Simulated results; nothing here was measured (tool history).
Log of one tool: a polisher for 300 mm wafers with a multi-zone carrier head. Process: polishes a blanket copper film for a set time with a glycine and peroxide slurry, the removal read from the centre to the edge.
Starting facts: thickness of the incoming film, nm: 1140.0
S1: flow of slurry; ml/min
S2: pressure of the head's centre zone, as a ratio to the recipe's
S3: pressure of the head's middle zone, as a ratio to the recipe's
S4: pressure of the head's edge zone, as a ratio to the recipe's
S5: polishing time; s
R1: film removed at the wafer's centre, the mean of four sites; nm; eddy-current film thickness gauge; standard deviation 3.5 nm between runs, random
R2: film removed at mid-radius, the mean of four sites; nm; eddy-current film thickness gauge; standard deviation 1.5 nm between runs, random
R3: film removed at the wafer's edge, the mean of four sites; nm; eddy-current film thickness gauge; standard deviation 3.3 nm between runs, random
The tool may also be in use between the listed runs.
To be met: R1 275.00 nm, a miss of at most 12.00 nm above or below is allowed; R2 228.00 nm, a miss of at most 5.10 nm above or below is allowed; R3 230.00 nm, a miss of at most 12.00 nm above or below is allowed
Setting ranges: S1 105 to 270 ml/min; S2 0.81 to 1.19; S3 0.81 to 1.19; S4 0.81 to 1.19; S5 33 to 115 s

{"run": 1, "hour": 0.0, "S1": 175, "S2": 1.0, "S3": 1.0, "S4": 1.0, "S5": 73, "R1": 294.24, "R2": 292.75, "R3": 290.69}
{"run": 2, "hour": 1.0, "S1": 170, "S2": 1.02, "S3": 0.97, "S4": 0.96, "S5": 71, "R1": 290.38, "R2": 273.6, "R3": 276.64}
{"run": 3, "hour": 2.4, "S1": 170, "S2": 1.02, "S3": 0.97, "S4": 1.0, "S5": 71, "R1": 286.17, "R2": 276.83, "R3": 291.16}
{"run": 4, "hour": 7.6, "S1": 170, "S2": 1.02, "S3": 0.97, "S4": 1.0, "S5": 53, "R1": 217.13, "R2": 207.44, "R3": 219.31}
{"run": 5, "hour": 12.0, "S1": 190, "S2": 1.02, "S3": 0.97, "S4": 1.0, "S5": 53, "R1": 217.72, "R2": 211.15, "R3": 220.84}
{"run": 6, "hour": 15.2, "S1": 195, "S2": 1.06, "S3": 0.97, "S4": 0.99, "S5": 54, "R1": 231.09, "R2": 217.05, "R3": 230.19}
{"run": 7, "hour": 23.9, "S1": 195, "S2": 1.06, "S3": 0.97, "S4": 0.99, "S5": 54, "R1": 231.36, "R2": 215.68, "R3": 219.56}
{"run": 8, "hour": 31.9, "S1": 195, "S2": 1.06, "S3": 0.97, "S4": 0.99, "S5": 54, "R1": 232.41, "R2": 215.18, "R3": 222.14}
{"run": 9, "hour": 40.3, "S1": 200, "S2": 1.09, "S3": 0.97, "S4": 0.99, "S5": 54, "R1": 235.5, "R2": 217.23, "R3": 223.06}
{"run": 10, "hour": 46.7, "S1": 205, "S2": 1.11, "S3": 0.96, "S4": 0.98, "S5": 55, "R1": 251.26, "R2": 218.46, "R3": 225.11}
{"run": 11, "hour": 54.8, "S1": 210, "S2": 1.12, "S3": 0.96, "S4": 0.98, "S5": 55, "R1": 248.84, "R2": 219.42, "R3": 227.08}
{"run": 12, "hour": 61.6, "S1": 215, "S2": 1.14, "S3": 0.96, "S4": 0.97, "S5": 55, "R1": 259.45, "R2": 222.82, "R3": 226.64}
{"run": 13, "hour": 68.0, "S1": 220, "S2": 1.15, "S3": 0.96, "S4": 0.97, "S5": 55, "R1": 263.21, "R2": 221.88, "R3": 229.34}
{"hour": 70.2, "done": "slurry nozzle cleaned"}
{"run": 14, "hour": 70.2, "S1": 225, "S2": 1.16, "S3": 0.96, "S4": 0.97, "S5": 55, "R1": 284.8, "R2": 234.04, "R3": 240.1}
{"run": 15, "hour": 77.2, "S1": 220, "S2": 1.16, "S3": 0.96, "S4": 0.96, "S5": 55, "R1": 277.63, "R2": 231.61, "R3": 234.53}

Which single option among these 4 for the next run brings every result within its allowed miss of target? Just one does.
{"run": "A", "hour": 84.2, "S1": 215, "S2": 1.15, "S3": 0.92, "S4": 1.05, "S5": 57, "R1": "?", "R2": "?", "R3": "?"}
{"run": "B", "hour": 84.2, "S1": 210, "S2": 1.19, "S3": 0.94, "S4": 0.85, "S5": 57, "R1": "?", "R2": "?", "R3": "?"}
{"run": "C", "hour": 84.2, "S1": 270, "S2": 1.17, "S3": 0.97, "S4": 0.98, "S5": 52, "R1": "?", "R2": "?", "R3": "?"}
{"run": "D", "hour": 84.2, "S1": 225, "S2": 1.13, "S3": 0.99, "S4": 0.93, "S5": 55, "R1": "?", "R2": "?", "R3": "?"}

move=A R1=288.12 R2=231.42 R3=249.06
move=B R1=297.26 R2=234.93 R3=224.95
move=C R1=275.39 R2=226.51 R3=223.90
move=D R1=274.98 R2=238.86 R3=227.45
A: meets the target for the result that was furthest off, but another lies outside its allowed miss
B: moves away from the targets compared with the last run
C: every result within its allowed miss
D: moves away from the targets compared with the last run
The right move is C.

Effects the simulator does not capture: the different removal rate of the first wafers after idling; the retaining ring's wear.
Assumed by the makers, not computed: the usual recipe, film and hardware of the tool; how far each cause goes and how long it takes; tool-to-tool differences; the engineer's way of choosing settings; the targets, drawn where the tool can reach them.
